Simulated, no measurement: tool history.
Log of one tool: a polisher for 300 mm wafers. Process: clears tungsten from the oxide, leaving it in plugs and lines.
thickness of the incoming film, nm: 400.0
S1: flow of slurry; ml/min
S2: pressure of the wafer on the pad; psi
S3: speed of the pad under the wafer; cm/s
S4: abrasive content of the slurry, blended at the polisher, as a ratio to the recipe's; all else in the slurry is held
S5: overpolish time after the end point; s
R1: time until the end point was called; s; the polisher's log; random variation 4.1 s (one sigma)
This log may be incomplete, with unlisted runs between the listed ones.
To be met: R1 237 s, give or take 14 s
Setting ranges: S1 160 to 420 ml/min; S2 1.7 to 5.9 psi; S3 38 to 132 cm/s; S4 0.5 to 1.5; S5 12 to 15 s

Run 1, hour 0: S1 270 ml/min, S2 3.8 psi, S3 84 cm/s, S4 1, S5 15 s. Result: R1 123.1 s.
Run 2, hour 6.2: S1 325 ml/min, S2 3.8 psi, S3 84 cm/s, S4 1, S5 15 s. Result: R1 122.25 s.
Run 3, hour 9: S1 325 ml/min, S2 3.5 psi, S3 82 cm/s, S4 1, S5 15 s. Result: R1 130.11 s.
Run 4, hour 15.6: S1 325 ml/min, S2 3.3 psi, S3 78 cm/s, S4 1, S5 15 s. Result: R1 149.32 s.
Run 5, hour 19.2: S1 325 ml/min, S2 3.1 psi, S3 78 cm/s, S4 1, S5 15 s. Result: R1 154.88 s.
Run 6, hour 25.3: S1 325 ml/min, S2 3.1 psi, S3 70 cm/s, S4 1, S5 15 s. Result: R1 166.28 s.
Run 7, hour 32.3: S1 325 ml/min, S2 2.9 psi, S3 70 cm/s, S4 1, S5 15 s. Result: R1 176.38 s.
Run 8, hour 35.9: S1 325 ml/min, S2 2.7 psi, S3 70 cm/s, S4 1, S5 15 s. Result: R1 192.35 s.
Run 9, hour 44.5: S1 325 ml/min, S2 2.6 psi, S3 70 cm/s, S4 1, S5 15 s. Result: R1 199.26 s.
Run 10, hour 52.2: S1 325 ml/min, S2 2.5 psi, S3 70 cm/s, S4 1, S5 15 s. Result: R1 205.4 s.
Run 11, hour 57.1: S1 325 ml/min, S2 2.4 psi, S3 70 cm/s, S4 1, S5 15 s. Result: R1 221 s.
Run 12, hour 63.7: S1 320 ml/min, S2 2.3 psi, S3 70 cm/s, S4 1, S5 15 s. Result: R1 225.64 s.

Of the 5 settings listed for the next run, only one would bring every result within its allowed miss of target. Which one?
Run A, hour 70.3: S1 325 ml/min, S2 2.6 psi, S3 62 cm/s, S4 1.05, S5 15 s. Result: R1 ?.
Run B, hour 70.3: S1 270 ml/min, S2 2.2 psi, S3 68 cm/s, S4 1.1, S5 15 s. Result: R1 ?.
Run C, hour 70.3: S1 420 ml/min, S2 2.5 psi, S3 74 cm/s, S4 0.85, S5 15 s. Result: R1 ?.
Run D, hour 70.3: S1 340 ml/min, S2 2.2 psi, S3 94 cm/s, S4 0.7, S5 12 s. Result: R1 ?.
Run E, hour 70.3: S1 250 ml/min, S2 3 psi, S3 54 cm/s, S4 1.1, S5 15 s. Result: R1 ?.

move      R1
   A  216.63
   B  238.31
   C  206.64
   D  209.43
   E  210.83
A: its largest miss is bigger than the last run's
B: every result within its allowed miss
C: its largest miss is bigger than the last run's
D: its largest miss is bigger than the last run's
E: its largest miss is bigger than the last run's
B is the move that brings every result within its allowed miss.
